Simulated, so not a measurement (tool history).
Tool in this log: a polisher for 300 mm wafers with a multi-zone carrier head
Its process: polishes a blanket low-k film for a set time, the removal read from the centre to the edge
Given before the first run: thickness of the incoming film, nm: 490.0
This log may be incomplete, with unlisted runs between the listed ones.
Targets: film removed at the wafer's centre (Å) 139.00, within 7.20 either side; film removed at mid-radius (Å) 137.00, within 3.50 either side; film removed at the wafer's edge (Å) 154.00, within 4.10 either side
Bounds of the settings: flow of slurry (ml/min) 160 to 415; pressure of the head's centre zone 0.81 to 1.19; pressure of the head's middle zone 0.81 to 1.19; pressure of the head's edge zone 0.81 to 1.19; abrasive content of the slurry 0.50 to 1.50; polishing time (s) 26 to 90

run	day	flow of slurry (ml/min)	pressure of the head's centre zone	pressure of the head's middle zone	pressure of the head's edge zone	abrasive content of the slurry	polishing time (s)	film removed at the wafer's centre (Å)	film removed at mid-radius (Å)	film removed at the wafer's edge (Å)
1	0.000	265	1.00	1.00	1.00	1.00	58	287.47	289.64	275.81
2	0.204	245	0.96	0.94	0.99	0.85	51	219.96	215.44	219.21
3	0.458	290	0.96	0.94	0.99	0.85	51	217.51	221.15	218.15
4	0.692	290	0.96	0.88	0.99	0.85	51	220.33	208.25	221.33
5	0.929	270	0.92	0.86	0.97	0.75	49	184.62	181.34	194.08
6	1.071	270	0.92	0.86	0.97	0.90	49	213.79	203.76	218.13
7	1.258	210	0.91	0.81	0.96	0.65	46	152.46	141.39	158.44
8	1.425	200	0.89	0.81	0.96	0.65	46	151.66	142.24	160.29
9	1.725	190	0.87	0.81	0.95	0.65	46	145.64	138.97	158.45
10	1.879	190	0.87	0.81	0.95	0.65	46	145.37	140.53	160.17
11	2.221	185	0.86	0.81	0.93	0.65	46	143.55	140.51	154.99

Exactly one of the 4 candidate moves below puts every result within its allowed miss. Which one?
A	2.562	295	0.83	0.93	0.97	0.60	46	?	?	?
B	2.562	205	0.86	0.81	0.88	0.65	47	?	?	?
C	2.562	185	0.86	0.81	0.94	0.60	48	?	?	?
D	2.562	170	0.87	0.84	0.93	0.60	50	?	?	?

move	film removed at the wafer's centre (Å)	film removed at mid-radius (Å)	film removed at the wafer's edge (Å)
A	135.62	151.91	151.51
B	149.13	144.76	155.41
C	141.22	137.19	152.13
D	147.82	146.18	156.88
A: lands further from the targets than the last run did
B: lands further from the targets than the last run did
C: all results land within tolerance of their targets
D: lands further from the targets than the last run did
Go with C: it meets all targets.

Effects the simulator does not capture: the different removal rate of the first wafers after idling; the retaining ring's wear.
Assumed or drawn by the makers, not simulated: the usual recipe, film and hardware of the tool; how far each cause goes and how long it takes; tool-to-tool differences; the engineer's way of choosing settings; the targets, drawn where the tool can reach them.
